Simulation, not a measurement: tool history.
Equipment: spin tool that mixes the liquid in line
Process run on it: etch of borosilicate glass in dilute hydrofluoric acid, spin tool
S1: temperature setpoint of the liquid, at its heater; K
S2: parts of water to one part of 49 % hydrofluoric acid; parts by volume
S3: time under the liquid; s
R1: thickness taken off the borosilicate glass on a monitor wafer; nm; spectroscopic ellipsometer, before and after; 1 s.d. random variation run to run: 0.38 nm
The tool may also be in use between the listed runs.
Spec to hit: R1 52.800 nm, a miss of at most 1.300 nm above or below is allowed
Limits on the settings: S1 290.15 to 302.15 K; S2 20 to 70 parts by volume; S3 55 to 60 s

{"run": 1, "day": 0.0, "S1": 294.15, "S2": 40, "S3": 55, "R1": 38.735}
{"run": 2, "day": 0.1, "S1": 294.15, "S2": 40, "S3": 55, "R1": 38.442}
{"run": 3, "day": 0.158, "S1": 295.65, "S2": 40, "S3": 55, "R1": 41.036}
{"run": 4, "day": 0.329, "S1": 297.65, "S2": 40, "S3": 55, "R1": 44.602}
{"run": 5, "day": 0.508, "S1": 297.65, "S2": 40, "S3": 60, "R1": 48.96}
{"run": 6, "day": 0.567, "S1": 297.65, "S2": 45, "S3": 60, "R1": 43.567}
{"run": 7, "day": 0.762, "S1": 298.65, "S2": 45, "S3": 60, "R1": 44.961}
{"run": 8, "day": 0.838, "S1": 299.65, "S2": 45, "S3": 60, "R1": 46.973}
{"run": 9, "day": 1.154, "S1": 300.15, "S2": 45, "S3": 60, "R1": 47.058}
{"run": 10, "day": 1.262, "S1": 300.65, "S2": 45, "S3": 60, "R1": 48.413}
{"run": 11, "day": 1.629, "S1": 300.65, "S2": 45, "S3": 60, "R1": 48.606}

Of the 4 settings listed for the next run, only one would bring every result within its allowed miss of target. Which one?
{"run": "A", "day": 1.996, "S1": 299.65, "S2": 50, "S3": 60, "R1": "?"}
{"run": "B", "day": 1.996, "S1": 302.15, "S2": 50, "S3": 60, "R1": "?"}
{"run": "C", "day": 1.996, "S1": 301.15, "S2": 45, "S3": 60, "R1": "?"}
{"run": "D", "day": 1.996, "S1": 299.65, "S2": 40, "S3": 60, "R1": "?"}

move=A R1=41.629
move=B R1=46.002
move=C R1=49.485
move=D R1=52.781
A: further off than the last run
B: further off than the last run
C: nearer than the last run, and not there yet
D: each result inside its tolerance
Correct choice: D, which meets every target
